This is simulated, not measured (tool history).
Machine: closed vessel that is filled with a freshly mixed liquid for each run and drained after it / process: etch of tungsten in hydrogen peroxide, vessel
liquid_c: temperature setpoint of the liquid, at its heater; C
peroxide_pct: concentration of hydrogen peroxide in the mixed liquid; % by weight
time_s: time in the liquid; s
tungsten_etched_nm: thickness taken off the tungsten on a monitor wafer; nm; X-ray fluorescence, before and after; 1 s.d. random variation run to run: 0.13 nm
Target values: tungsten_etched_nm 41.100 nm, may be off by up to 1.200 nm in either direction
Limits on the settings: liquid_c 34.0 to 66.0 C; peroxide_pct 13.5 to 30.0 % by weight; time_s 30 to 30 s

run,day,liquid_c,peroxide_pct,time_s,tungsten_etched_nm
1,0.000,50.0,25.5,30,48.552
2,0.133,50.0,22.0,30,45.070
3,0.479,55.0,22.0,30,60.954
4,0.700,55.0,24.5,30,64.225
5,1.054,55.0,24.5,30,64.296
6,1.133,54.0,24.5,30,60.773
7,1.467,53.5,24.5,30,59.195
8,1.638,53.5,24.5,30,58.835
9,1.683,53.0,24.5,30,56.682
10,1.750,52.5,24.5,30,55.407
11,1.800,52.5,24.5,30,55.404
12,1.862,52.0,24.5,30,53.679
13,1.950,51.5,24.5,30,52.178
14,2.100,51.0,24.5,30,50.330
15,2.233,50.5,24.5,30,48.999
16,2.521,50.0,24.5,30,47.416
17,2.633,49.5,24.5,30,46.247
18,2.933,48.5,24.5,30,43.621

Below are 4 possible settings for the next run. Only one of them brings all results inside the allowed miss of their targets. Which is it?
A,3.233,46.0,30.0,30,?
B,3.233,47.5,29.5,30,?
C,3.233,47.0,23.5,30,?
D,3.233,47.0,23.0,30,?

move,tungsten_etched_nm
A,41.262
B,44.929
C,38.873
D,38.457
A: in spec on every target
B: its largest miss is bigger than the last run's
C: pushes the last run's worst result past its target
D: pushes the last run's worst result past its target
A is the move that brings every result within its allowed miss.

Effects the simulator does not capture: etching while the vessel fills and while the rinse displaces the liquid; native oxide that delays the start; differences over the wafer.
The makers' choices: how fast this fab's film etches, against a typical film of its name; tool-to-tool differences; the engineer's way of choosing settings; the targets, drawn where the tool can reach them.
